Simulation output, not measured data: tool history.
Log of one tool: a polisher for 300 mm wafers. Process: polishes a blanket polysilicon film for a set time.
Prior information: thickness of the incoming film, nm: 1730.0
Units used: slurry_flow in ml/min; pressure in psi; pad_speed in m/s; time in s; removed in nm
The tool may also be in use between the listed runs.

run 1 day=0 | slurry_flow=140 pressure=1.8 pad_speed=1.28 time=65 | removed=481.97
run 2 day=0.354 | slurry_flow=140 pressure=1.8 pad_speed=1.44 time=65 | removed=512.28
run 3 day=0.392 | slurry_flow=140 pressure=1.6 pad_speed=1.44 time=65 | removed=470.03
run 4 day=0.542 | slurry_flow=140 pressure=1.3 pad_speed=1.44 time=65 | removed=373.52
run 5 day=0.871 | slurry_flow=140 pressure=1.3 pad_speed=1.44 time=65 | removed=381.2
run 6 day=1.117 | slurry_flow=140 pressure=0.9 pad_speed=1.44 time=65 | removed=268.06
run 7 day=1.158 | slurry_flow=140 pressure=1.2 pad_speed=1.46 time=65 | removed=362.2
run 8 day=1.529 | slurry_flow=140 pressure=1.4 pad_speed=1.48 time=65 | removed=416.31
run 9 day=1.729 | slurry_flow=150 pressure=1.9 pad_speed=1.56 time=65 | removed=591.19

Predict the results of run 10:
run 10 day=1.933 | slurry_flow=150 pressure=2 pad_speed=1.56 time=65 | removed=?

removed: 627.13 nm
